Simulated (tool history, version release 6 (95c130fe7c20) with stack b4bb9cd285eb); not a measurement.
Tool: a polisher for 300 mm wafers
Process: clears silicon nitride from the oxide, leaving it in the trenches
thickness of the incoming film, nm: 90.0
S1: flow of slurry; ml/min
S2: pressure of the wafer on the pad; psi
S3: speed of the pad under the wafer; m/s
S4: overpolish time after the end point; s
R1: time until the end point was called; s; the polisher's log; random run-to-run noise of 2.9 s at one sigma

| run | hour | S1 | S2 | S3 | S4 | R1 |
|---|---|---|---|---|---|---|
| 1 | 0.0 | 245 | 3.1 | 0.82 | 3 | 110.68 |
| 2 | 2.0 | 245 | 2.8 | 0.82 | 3 | 127.10 |
| 3 | 9.0 | 245 | 2.8 | 0.92 | 3 | 109.43 |
| 4 | 13.8 | 245 | 2.3 | 0.92 | 3 | 133.64 |
| 5 | 18.8 | 190 | 2.3 | 0.92 | 3 | 139.84 |
| 6 | 23.6 | 190 | 2.3 | 0.92 | 3 | 135.26 |
| 7 | 30.9 | 190 | 2.2 | 0.92 | 3 | 144.54 |

Forecast run 8:
| 8 | 33.0 | 190 | 2.1 | 0.92 | 3 | ? |

Run 8 came out at R1 156.02 s.
